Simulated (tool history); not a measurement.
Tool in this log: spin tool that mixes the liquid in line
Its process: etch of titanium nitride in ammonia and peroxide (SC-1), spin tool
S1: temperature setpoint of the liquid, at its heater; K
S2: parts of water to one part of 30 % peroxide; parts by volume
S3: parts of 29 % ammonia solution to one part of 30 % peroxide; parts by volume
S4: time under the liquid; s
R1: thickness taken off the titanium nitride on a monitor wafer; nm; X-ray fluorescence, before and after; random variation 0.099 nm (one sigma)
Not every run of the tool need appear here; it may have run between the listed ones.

{"run": 1, "day": 0.0, "S1": 334.15, "S2": 19, "S3": 0.9, "S4": 305, "R1": 24.301}
{"run": 2, "day": 0.325, "S1": 332.65, "S2": 19, "S3": 0.9, "S4": 305, "R1": 22.029}
{"run": 3, "day": 0.642, "S1": 331.65, "S2": 19, "S3": 0.9, "S4": 305, "R1": 20.765}
{"run": 4, "day": 0.846, "S1": 331.65, "S2": 12, "S3": 0.9, "S4": 305, "R1": 26.452}
{"run": 5, "day": 1.108, "S1": 331.65, "S2": 16, "S3": 0.9, "S4": 305, "R1": 22.753}
{"run": 6, "day": 1.3, "S1": 330.65, "S2": 16, "S3": 0.9, "S4": 305, "R1": 21.287}
{"run": 7, "day": 1.629, "S1": 330.15, "S2": 16, "S3": 0.9, "S4": 305, "R1": 20.532}
{"run": 8, "day": 1.783, "S1": 329.65, "S2": 16, "S3": 0.9, "S4": 305, "R1": 19.768}

Run 9 comes next. What will it give?
{"run": 9, "day": 1.817, "S1": 329.15, "S2": 16, "S3": 0.9, "S4": 305, "R1": "?"}

R1: 19.413 nm

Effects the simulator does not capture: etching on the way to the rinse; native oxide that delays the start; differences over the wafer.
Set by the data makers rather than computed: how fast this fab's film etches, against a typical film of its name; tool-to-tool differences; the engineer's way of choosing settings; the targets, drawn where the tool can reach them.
